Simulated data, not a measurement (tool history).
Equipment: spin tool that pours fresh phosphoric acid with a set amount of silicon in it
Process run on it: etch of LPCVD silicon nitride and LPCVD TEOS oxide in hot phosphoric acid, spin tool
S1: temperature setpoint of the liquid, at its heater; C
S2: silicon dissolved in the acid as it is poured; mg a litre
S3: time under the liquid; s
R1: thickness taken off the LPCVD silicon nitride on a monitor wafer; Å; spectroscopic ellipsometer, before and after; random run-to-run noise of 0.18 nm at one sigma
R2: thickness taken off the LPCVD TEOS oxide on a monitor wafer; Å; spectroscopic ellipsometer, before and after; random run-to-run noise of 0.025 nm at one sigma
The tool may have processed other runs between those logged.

run  hour     S1    S2   S3      R1      R2
  1     0    161    26  180  147.93  6.0272
  2   7.7    159    26  180   138.8  4.7494
  3  10.6  157.5    26  180  130.23  4.2648
  4  16.5    159    26  180  137.69  4.8379
  5  24.4    159  34.5  180  138.79  3.3909
  6  29.6  159.5  37.5  200  156.15  3.7335
  7  32.8  159.5    40  220  171.19  3.3138

Run 8, settings as shown, results not yet in. Your forecast:
  8    36  162  48.5  300   ?   ?

{"run 8": {"R1": 253.06, "R2": 3.8942}}

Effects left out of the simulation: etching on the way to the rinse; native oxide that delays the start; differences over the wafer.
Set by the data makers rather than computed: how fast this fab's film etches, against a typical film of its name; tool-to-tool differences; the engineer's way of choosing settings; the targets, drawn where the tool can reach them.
